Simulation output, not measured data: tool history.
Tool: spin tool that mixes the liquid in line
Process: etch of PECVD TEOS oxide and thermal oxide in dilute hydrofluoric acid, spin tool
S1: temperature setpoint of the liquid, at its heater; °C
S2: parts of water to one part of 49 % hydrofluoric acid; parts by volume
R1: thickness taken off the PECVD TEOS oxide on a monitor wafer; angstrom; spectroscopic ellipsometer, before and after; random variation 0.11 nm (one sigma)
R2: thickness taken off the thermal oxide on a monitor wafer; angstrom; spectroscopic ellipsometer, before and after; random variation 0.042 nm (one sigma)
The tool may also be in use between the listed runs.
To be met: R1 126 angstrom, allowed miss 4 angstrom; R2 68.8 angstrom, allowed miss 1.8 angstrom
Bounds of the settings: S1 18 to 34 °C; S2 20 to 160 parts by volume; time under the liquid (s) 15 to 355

{"run": 1, "day": 0.0, "S1": 26, "S2": 90, "time under the liquid (s)": 180, "R1": 185.08, "R2": 100.43}
{"run": 2, "day": 0.183, "S1": 26, "S2": 75, "time under the liquid (s)": 180, "R1": 222.22, "R2": 121.84}
{"run": 3, "day": 0.483, "S1": 26, "S2": 75, "time under the liquid (s)": 135, "R1": 166.71, "R2": 91.808}
{"run": 4, "day": 0.704, "S1": 26, "S2": 100, "time under the liquid (s)": 135, "R1": 121.9, "R2": 66.269}
{"run": 5, "day": 0.75, "S1": 26, "S2": 100, "time under the liquid (s)": 185, "R1": 164.54, "R2": 90.223}
{"run": 6, "day": 1.038, "S1": 26, "S2": 100, "time under the liquid (s)": 105, "R1": 94.147, "R2": 51.903}
{"run": 7, "day": 1.242, "S1": 28.5, "S2": 100, "time under the liquid (s)": 105, "R1": 104.44, "R2": 56.988}
{"run": 8, "day": 1.554, "S1": 30, "S2": 100, "time under the liquid (s)": 105, "R1": 109.56, "R2": 59.754}
{"run": 9, "day": 1.842, "S1": 31, "S2": 100, "time under the liquid (s)": 105, "R1": 117.32, "R2": 62.676}
{"run": 10, "day": 2.188, "S1": 31.5, "S2": 100, "time under the liquid (s)": 105, "R1": 117.57, "R2": 63.854}
{"run": 11, "day": 2.367, "S1": 32, "S2": 100, "time under the liquid (s)": 105, "R1": 119.29, "R2": 64.576}

5 next moves are on the table. One of them brings every result within its allowed miss. Which?
{"run": "A", "day": 2.546, "S1": 30.5, "S2": 85, "time under the liquid (s)": 85, "R1": "?", "R2": "?"}
{"run": "B", "day": 2.546, "S1": 26, "S2": 60, "time under the liquid (s)": 80, "R1": "?", "R2": "?"}
{"run": "C", "day": 2.546, "S1": 29, "S2": 75, "time under the liquid (s)": 80, "R1": "?", "R2": "?"}
{"run": "D", "day": 2.546, "S1": 28.5, "S2": 90, "time under the liquid (s)": 95, "R1": "?", "R2": "?"}
{"run": "E", "day": 2.546, "S1": 34, "S2": 150, "time under the liquid (s)": 150, "R1": "?", "R2": "?"}

move=A R1=109.35 R2=59.294
move=B R1=126.76 R2=68.73
move=C R1=111.75 R2=60.595
move=D R1=106.2 R2=57.587
move=E R1=112.96 R2=61.248
A: further off than the last run
B: meets every target
C: further off than the last run
D: further off than the last run
E: further off than the last run
Answer: B

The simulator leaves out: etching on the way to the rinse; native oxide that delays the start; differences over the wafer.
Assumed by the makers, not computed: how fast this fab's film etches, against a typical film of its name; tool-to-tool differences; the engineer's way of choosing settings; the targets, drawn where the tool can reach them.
